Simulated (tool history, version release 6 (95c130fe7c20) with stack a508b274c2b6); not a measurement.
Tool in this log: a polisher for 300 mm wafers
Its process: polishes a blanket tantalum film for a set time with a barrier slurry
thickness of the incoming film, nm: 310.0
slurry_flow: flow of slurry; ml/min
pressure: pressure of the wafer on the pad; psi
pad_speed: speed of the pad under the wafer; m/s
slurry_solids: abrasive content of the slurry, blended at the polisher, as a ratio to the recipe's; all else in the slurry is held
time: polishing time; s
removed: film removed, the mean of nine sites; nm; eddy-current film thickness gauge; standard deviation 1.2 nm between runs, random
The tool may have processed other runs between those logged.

run  hour  slurry_flow  pressure  pad_speed  slurry_solids  time  removed
  1   0.0          170       1.9       1.04            1.0    39   56.775
  2   4.5          210       1.9       1.04            1.0    39   58.204
  3  12.1          210       2.0       1.04            1.0    39   60.012
  4  17.0          210       2.0       1.04            1.0    34   52.608
  5  23.3          210       2.1       1.08            1.0    34   57.936
  6  26.0          210       2.1       1.08            1.0    34   57.207
  7  29.1          210       2.2       1.12            1.0    34   61.797

Expected results for the next run?
  8  31.6          210       2.3       1.14            1.0    34        ?

removed: 65.254 nm

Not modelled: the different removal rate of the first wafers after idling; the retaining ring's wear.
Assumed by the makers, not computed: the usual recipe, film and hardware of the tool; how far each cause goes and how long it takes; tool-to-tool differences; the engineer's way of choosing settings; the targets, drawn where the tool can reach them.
